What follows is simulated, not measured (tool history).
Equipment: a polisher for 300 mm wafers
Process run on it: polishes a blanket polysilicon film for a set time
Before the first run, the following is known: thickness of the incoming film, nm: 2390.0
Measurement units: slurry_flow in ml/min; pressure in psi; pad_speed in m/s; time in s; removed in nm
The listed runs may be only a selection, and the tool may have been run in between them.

run	hour	slurry_flow	pressure	pad_speed	time	removed
1	0	220	3.4	1.28	18	265.94
2	5	220	3.2	1.28	18	247.86
3	13.3	200	3.2	1.28	18	256.38
4	18.6	205	3.1	1.28	18	241.41
5	19.8	175	3.1	1.28	18	241.72
6	22.7	175	3.1	1.14	18	218.79

Forecast run 7:
7	25	175	3	1.14	18	?

Run 7 produced removed 214.37 nm.
